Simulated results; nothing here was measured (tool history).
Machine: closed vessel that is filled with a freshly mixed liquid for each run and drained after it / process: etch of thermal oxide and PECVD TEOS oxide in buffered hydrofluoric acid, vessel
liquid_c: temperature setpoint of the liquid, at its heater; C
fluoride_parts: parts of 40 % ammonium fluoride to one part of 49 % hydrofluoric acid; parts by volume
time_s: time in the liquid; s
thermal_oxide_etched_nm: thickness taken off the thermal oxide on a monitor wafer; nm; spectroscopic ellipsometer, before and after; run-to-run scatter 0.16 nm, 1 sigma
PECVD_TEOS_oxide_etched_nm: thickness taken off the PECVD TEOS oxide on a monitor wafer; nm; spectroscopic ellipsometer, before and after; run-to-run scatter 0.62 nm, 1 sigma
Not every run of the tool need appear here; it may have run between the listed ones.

run,hour,liquid_c,fluoride_parts,time_s,thermal_oxide_etched_nm,PECVD_TEOS_oxide_etched_nm
1,0,22,22.5,95,44.461,143.5
2,8.6,21.5,23.5,95,42.949,136.29
3,9.8,21,24,90,38.511,123.59
4,13.6,20.5,24.5,90,36.919,118.84
5,16.8,20.5,24.5,65,26.656,86.215
6,18.4,20.5,24.5,45,18.607,59.873
7,20.7,21,24.5,45,18.814,61.933
8,24.5,21,24.5,45,19.14,61.497
9,29.9,21.5,24.5,45,19.667,62.789

Run 10, settings as shown, results not yet in. Your forecast:
10,37.8,22,23.5,45,?,?

{"run 10": {"thermal_oxide_etched_nm": 20.829, "PECVD_TEOS_oxide_etched_nm": 66.844}}
